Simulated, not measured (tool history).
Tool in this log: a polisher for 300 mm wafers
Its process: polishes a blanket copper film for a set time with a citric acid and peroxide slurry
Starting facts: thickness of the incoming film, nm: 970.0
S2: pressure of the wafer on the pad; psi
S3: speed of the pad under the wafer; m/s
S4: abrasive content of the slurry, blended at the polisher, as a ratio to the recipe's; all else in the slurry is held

{"run": 1, "hour": 0.0, "flow of slurry (ml/min)": 250, "S2": 3.3, "S3": 0.94, "S4": 1.0, "polishing time (s)": 36, "film removed (Å)": 729.41}
{"run": 2, "hour": 2.5, "flow of slurry (ml/min)": 250, "S2": 3.5, "S3": 0.94, "S4": 1.0, "polishing time (s)": 36, "film removed (Å)": 762.49}
{"run": 3, "hour": 7.9, "flow of slurry (ml/min)": 250, "S2": 3.5, "S3": 1.14, "S4": 1.0, "polishing time (s)": 36, "film removed (Å)": 892.39}
{"run": 4, "hour": 10.8, "flow of slurry (ml/min)": 250, "S2": 3.6, "S3": 1.14, "S4": 1.0, "polishing time (s)": 36, "film removed (Å)": 920.82}
{"run": 5, "hour": 14.1, "flow of slurry (ml/min)": 250, "S2": 3.2, "S3": 1.14, "S4": 1.0, "polishing time (s)": 36, "film removed (Å)": 868.0}
{"run": 6, "hour": 22.7, "flow of slurry (ml/min)": 250, "S2": 2.6, "S3": 1.14, "S4": 1.0, "polishing time (s)": 36, "film removed (Å)": 757.42}
{"run": 7, "hour": 31.4, "flow of slurry (ml/min)": 250, "S2": 2.8, "S3": 1.14, "S4": 1.0, "polishing time (s)": 36, "film removed (Å)": 799.48}
{"run": 8, "hour": 37.7, "flow of slurry (ml/min)": 250, "S2": 3.0, "S3": 1.14, "S4": 1.0, "polishing time (s)": 36, "film removed (Å)": 830.34}
{"run": 9, "hour": 45.8, "flow of slurry (ml/min)": 250, "S2": 3.2, "S3": 1.14, "S4": 1.0, "polishing time (s)": 36, "film removed (Å)": 859.14}

Run 10 has not been measured yet. What should we expect?
{"run": 10, "hour": 50.1, "flow of slurry (ml/min)": 255, "S2": 4.2, "S3": 1.16, "S4": 1.0, "polishing time (s)": 36, "film removed (Å)": "?"}

{"run 10": {"film removed (Å)": 1035.6}}
